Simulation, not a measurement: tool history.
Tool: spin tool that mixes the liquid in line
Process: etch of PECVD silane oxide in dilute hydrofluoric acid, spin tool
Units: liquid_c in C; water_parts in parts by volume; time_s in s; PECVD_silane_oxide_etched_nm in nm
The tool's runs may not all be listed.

run	day	liquid_c	water_parts	time_s	PECVD_silane_oxide_etched_nm
1	0	25	250	300	25.974
2	0.246	27.5	210	300	34.971
3	0.558	29	185	300	43.751
4	0.612	29	185	300	43.453
5	0.967	30	170	300	49.916
6	1.058	30	235	300	33.442
7	1.4	31	205	300	41.254
8	1.508	31.5	185	300	47.487
9	1.596	32	170	300	53.578

Run 10 comes next. What will it give?
10	1.812	32.5	160	300	?

Run 10 gave PECVD_silane_oxide_etched_nm 59.032 nm.
